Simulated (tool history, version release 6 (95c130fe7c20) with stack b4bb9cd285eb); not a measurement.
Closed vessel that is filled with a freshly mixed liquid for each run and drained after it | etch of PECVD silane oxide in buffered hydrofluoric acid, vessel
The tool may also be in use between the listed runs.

run	hour	temperature setpoint of the liquid (K)	parts of 40 % ammonium fluoride to one part of 49 % hydrofluoric acid (parts by volume)	time in the liquid (s)	thickness taken off the PECVD silane oxide on a monitor wafer (angstrom)
1	0.0	296.15	10.5	100	4183.2
2	5.2	296.15	10.5	100	4162.9
3	13.8	296.15	9.5	100	4522.8
4	16.2	295.65	9.5	100	4415.9
5	17.1	295.15	9.5	100	4272.8
6	18.4	294.65	9.5	100	4169.9
7	24.8	294.15	9.5	100	4080.1
8	28.5	293.65	9.5	100	3975.2
9	36.0	293.15	9.5	100	3812.3

The next listed run, before its measurement:
10	41.9	292.65	9.5	100	?

Run 10 gave thickness taken off the PECVD silane oxide on a monitor wafer (angstrom) 3743.8.
